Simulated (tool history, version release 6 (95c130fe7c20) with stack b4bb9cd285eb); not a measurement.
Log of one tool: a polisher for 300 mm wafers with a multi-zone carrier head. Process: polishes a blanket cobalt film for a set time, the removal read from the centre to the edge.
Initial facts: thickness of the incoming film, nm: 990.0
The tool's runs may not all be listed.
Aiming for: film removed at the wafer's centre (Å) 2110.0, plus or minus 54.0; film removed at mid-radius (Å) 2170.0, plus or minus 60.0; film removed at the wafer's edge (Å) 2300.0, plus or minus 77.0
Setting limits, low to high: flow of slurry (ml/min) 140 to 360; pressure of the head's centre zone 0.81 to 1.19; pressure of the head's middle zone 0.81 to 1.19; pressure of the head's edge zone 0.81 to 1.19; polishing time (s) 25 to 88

run    day  flow of slurry (ml/min)  pressure of the head's centre zone  pressure of the head's middle zone  pressure of the head's edge zone  polishing time (s)  film removed at the wafer's centre (Å)  film removed at mid-radius (Å)  film removed at the wafer's edge (Å)
  1  0.000                      230                                1.00                                1.00                              1.00                  56                                  3045.5                          3063.1                                3002.5
  2  0.038                      285                                1.00                                1.00                              1.00                  56                                  3112.4                          3103.6                                3123.4
  3  0.083                      285                                1.00                                0.95                              1.00                  56                                  3110.6                          2992.7                                3154.2
  4  0.421                      265                                0.97                                0.92                              0.96                  53                                  2849.2                          2744.5                                2924.7
  5  0.679                      265                                0.97                                0.92                              0.96                  60                                  3249.2                          3100.3                                3280.5
  6  0.929                      265                                0.97                                0.92                              1.03                  60                                  3217.8                          3102.9                                3391.9
  7  1.242                      245                                0.94                                0.90                              0.99                  56                                  2871.6                          2822.9                                3118.3
  8  1.479                      230                                0.92                                0.89                              0.95                  53                                  2700.6                          2624.3                                2841.1
  9  1.529                      220                                0.89                                0.88                              0.93                  51                                  2494.5                          2477.1                                2665.1
 10  1.679                      210                                0.87                                0.87                              0.91                  50                                  2386.1                          2390.4                                2581.0
 11  1.846                      200                                0.85                                0.86                              0.89                  49                                  2257.9                          2302.0                                2509.0
 12  2.017                      190                                0.85                                0.86                              0.87                  49                                  2230.0                          2292.9                                2460.5
 13  2.083                      185                                0.85                                0.86                              0.85                  49                                  2246.1                          2276.0                                2466.9

Of the 4 settings listed for the next run, only one would bring every result within its allowed miss of target. Which one?
  A  2.150                      145                                0.87                                0.87                              0.83                  46                                       ?                               ?                                     ?
  B  2.150                      170                                0.82                                1.00                              0.82                  46                                       ?                               ?                                     ?
  C  2.150                      230                                0.81                                0.83                              0.82                  46                                       ?                               ?                                     ?
  D  2.150                      145                                0.81                                0.87                              0.83                  49                                       ?                               ?                                     ?

move  film removed at the wafer's centre (Å)  film removed at mid-radius (Å)  film removed at the wafer's edge (Å)
   A                                  1986.3                          2053.2                                2162.6
   B                                  1973.1                          2389.4                                2202.3
   C                                  2065.0                          2152.7                                2291.2
   D                                  1998.9                          2187.7                                2303.6
A: the result that was furthest off in the last run now lies on the other side of its target
B: the result that was furthest off in the last run now lies on the other side of its target
C: hits every target within its allowed miss
D: the result that was furthest off in the last run now lies on the other side of its target
Move C is the one to make.

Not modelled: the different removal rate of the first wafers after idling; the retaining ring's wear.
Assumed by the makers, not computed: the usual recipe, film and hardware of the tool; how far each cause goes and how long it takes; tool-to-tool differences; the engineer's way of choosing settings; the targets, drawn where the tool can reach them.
